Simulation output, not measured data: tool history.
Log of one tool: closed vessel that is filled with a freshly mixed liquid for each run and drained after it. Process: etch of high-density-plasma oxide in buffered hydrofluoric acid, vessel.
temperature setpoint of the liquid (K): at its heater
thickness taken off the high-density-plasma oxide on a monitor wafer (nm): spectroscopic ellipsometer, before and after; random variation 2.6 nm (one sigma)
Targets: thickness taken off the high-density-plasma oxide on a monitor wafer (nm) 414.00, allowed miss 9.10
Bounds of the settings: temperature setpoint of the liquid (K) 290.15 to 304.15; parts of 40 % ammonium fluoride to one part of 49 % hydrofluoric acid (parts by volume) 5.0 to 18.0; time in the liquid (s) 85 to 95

| run | day | temperature setpoint of the liquid (K) | parts of 40 % ammonium fluoride to one part of 49 % hydrofluoric acid (parts by volume) | time in the liquid (s) | thickness taken off the high-density-plasma oxide on a monitor wafer (nm) |
|---|---|---|---|---|---|
| 1 | 0.000 | 296.15 | 11.0 | 85 | 174.06 |
| 2 | 0.246 | 298.15 | 9.5 | 85 | 220.32 |
| 3 | 0.350 | 299.65 | 8.5 | 85 | 260.38 |
| 4 | 0.588 | 299.65 | 8.5 | 85 | 259.94 |
| 5 | 0.846 | 299.65 | 10.5 | 85 | 215.18 |
| 6 | 0.979 | 299.65 | 10.5 | 95 | 243.53 |
| 7 | 1.250 | 300.65 | 9.5 | 95 | 278.06 |
|  | 1.575 | thermometer replaced |
| 8 | 1.575 | 301.65 | 9.0 | 95 | 279.89 |
| 9 | 1.633 | 302.15 | 8.0 | 95 | 325.51 |
| 10 | 1.829 | 302.65 | 7.5 | 95 | 360.05 |
| 11 | 1.904 | 303.15 | 7.5 | 95 | 365.58 |
| 12 | 2.017 | 303.65 | 7.5 | 95 | 377.93 |

Which of these 5 next moves meets every target?
| A | 2.129 | 302.65 | 6.0 | 95 | ? |
| B | 2.129 | 303.15 | 7.5 | 85 | ? |
| C | 2.129 | 302.65 | 8.0 | 95 | ? |
| D | 2.129 | 302.65 | 6.5 | 95 | ? |
| E | 2.129 | 303.65 | 7.5 | 85 | ? |

| move | thickness taken off the high-density-plasma oxide on a monitor wafer (nm) |
|---|---|
| A | 444.33 |
| B | 331.57 |
| C | 336.68 |
| D | 414.64 |
| E | 340.35 |
A: takes the result that was furthest off past its target
B: further off than the last run
C: further off than the last run
D: meets every target
E: further off than the last run
The right move is D.

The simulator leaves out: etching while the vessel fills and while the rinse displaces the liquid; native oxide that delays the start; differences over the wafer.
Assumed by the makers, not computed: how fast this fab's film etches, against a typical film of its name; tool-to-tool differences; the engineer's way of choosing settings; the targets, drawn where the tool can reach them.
